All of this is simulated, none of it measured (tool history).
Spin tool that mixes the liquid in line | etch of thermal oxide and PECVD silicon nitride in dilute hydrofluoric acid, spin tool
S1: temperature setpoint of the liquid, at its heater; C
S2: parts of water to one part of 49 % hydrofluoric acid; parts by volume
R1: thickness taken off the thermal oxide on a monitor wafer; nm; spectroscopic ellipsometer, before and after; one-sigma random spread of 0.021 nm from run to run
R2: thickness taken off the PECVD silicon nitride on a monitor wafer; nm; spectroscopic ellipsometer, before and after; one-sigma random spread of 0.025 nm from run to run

Run 1, hour 0: S1 23 C, S2 55 parts by volume, time under the liquid (s) 50. Result: R1 4.8093 nm, R2 1.4651 nm.
Run 2, hour 6.8: S1 23 C, S2 60 parts by volume, time under the liquid (s) 50. Result: R1 4.3442 nm, R2 1.3442 nm.
Run 3, hour 14.2: S1 23 C, S2 50 parts by volume, time under the liquid (s) 50. Result: R1 5.1986 nm, R2 1.5998 nm.
Run 4, hour 21.8: S1 23 C, S2 55 parts by volume, time under the liquid (s) 50. Result: R1 4.7422 nm, R2 1.4975 nm.
Run 5, hour 24.6: S1 23 C, S2 60 parts by volume, time under the liquid (s) 50. Result: R1 4.3415 nm, R2 1.3495 nm.
Run 6, hour 30.5: S1 23 C, S2 60 parts by volume, time under the liquid (s) 60. Result: R1 5.1641 nm, R2 1.689 nm.

For run 7, what comes out?
Run 7, hour 38.2: S1 22.5 C, S2 65 parts by volume, time under the liquid (s) 60. Result: R1 ?, R2 ?.

Run 7 measured R1 4.6722 nm, R2 1.5062 nm.
